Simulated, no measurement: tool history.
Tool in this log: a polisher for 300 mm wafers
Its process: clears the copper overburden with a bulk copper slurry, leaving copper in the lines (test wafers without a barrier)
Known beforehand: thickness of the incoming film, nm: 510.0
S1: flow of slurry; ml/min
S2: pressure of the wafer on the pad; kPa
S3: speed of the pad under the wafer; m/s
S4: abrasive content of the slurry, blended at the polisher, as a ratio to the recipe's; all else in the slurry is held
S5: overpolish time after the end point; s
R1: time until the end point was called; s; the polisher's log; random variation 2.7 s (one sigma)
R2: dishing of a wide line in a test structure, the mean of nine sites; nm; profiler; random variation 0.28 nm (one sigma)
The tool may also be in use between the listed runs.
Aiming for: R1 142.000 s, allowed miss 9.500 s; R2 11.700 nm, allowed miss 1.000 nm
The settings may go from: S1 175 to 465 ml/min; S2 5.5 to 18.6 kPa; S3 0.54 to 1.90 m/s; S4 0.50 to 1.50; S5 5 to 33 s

{"run": 1, "hour": 0.0, "S1": 295, "S2": 11.7, "S3": 1.22, "S4": 1.0, "S5": 17, "R1": 94.854, "R2": 41.308}
{"run": 2, "hour": 3.0, "S1": 295, "S2": 11.7, "S3": 1.22, "S4": 0.85, "S5": 17, "R1": 97.705, "R2": 41.941}
{"run": 3, "hour": 9.1, "S1": 295, "S2": 11.7, "S3": 1.22, "S4": 0.85, "S5": 21, "R1": 96.716, "R2": 48.486}
{"run": 4, "hour": 10.4, "S1": 365, "S2": 11.7, "S3": 1.22, "S4": 0.85, "S5": 21, "R1": 97.057, "R2": 47.678}
{"run": 5, "hour": 15.5, "S1": 365, "S2": 14.5, "S3": 1.22, "S4": 0.85, "S5": 21, "R1": 80.891, "R2": 51.4}
{"run": 6, "hour": 16.2, "S1": 390, "S2": 13.8, "S3": 1.06, "S4": 1.0, "S5": 17, "R1": 90.635, "R2": 41.837}
{"hour": 20.7, "done": "slurry blender recalibrated"}
{"run": 7, "hour": 20.7, "S1": 410, "S2": 12.4, "S3": 0.94, "S4": 1.1, "S5": 14, "R1": 102.77, "R2": 37.584}
{"run": 8, "hour": 22.1, "S1": 355, "S2": 12.4, "S3": 0.84, "S4": 0.95, "S5": 12, "R1": 118.66, "R2": 29.778}
{"run": 9, "hour": 29.9, "S1": 315, "S2": 13.1, "S3": 0.76, "S4": 0.85, "S5": 10, "R1": 128.59, "R2": 24.035}

Which one of the following 5 next-run settings gets every result inside its allowed miss? There is exactly one.
{"run": "A", "hour": 37.7, "S1": 350, "S2": 11.0, "S3": 1.0, "S4": 1.0, "S5": 31, "R1": "?", "R2": "?"}
{"run": "B", "hour": 37.7, "S1": 175, "S2": 16.5, "S3": 0.58, "S4": 0.85, "S5": 5, "R1": "?", "R2": "?"}
{"run": "C", "hour": 37.7, "S1": 370, "S2": 10.3, "S3": 0.84, "S4": 0.7, "S5": 19, "R1": "?", "R2": "?"}
{"run": "D", "hour": 37.7, "S1": 445, "S2": 6.9, "S3": 1.14, "S4": 1.3, "S5": 27, "R1": "?", "R2": "?"}
{"run": "E", "hour": 37.7, "S1": 285, "S2": 11.7, "S3": 0.72, "S4": 1.0, "S5": 16, "R1": "?", "R2": "?"}

move=A R1=111.990 R2=51.435
move=B R1=143.120 R2=11.856
move=C R1=150.630 R2=33.130
move=D R1=144.120 R2=40.013
move=E R1=147.420 R2=30.109
A: misses by more than the last run did
B: in spec on every target
C: misses by more than the last run did
D: misses by more than the last run did
E: misses by more than the last run did
Answer: B

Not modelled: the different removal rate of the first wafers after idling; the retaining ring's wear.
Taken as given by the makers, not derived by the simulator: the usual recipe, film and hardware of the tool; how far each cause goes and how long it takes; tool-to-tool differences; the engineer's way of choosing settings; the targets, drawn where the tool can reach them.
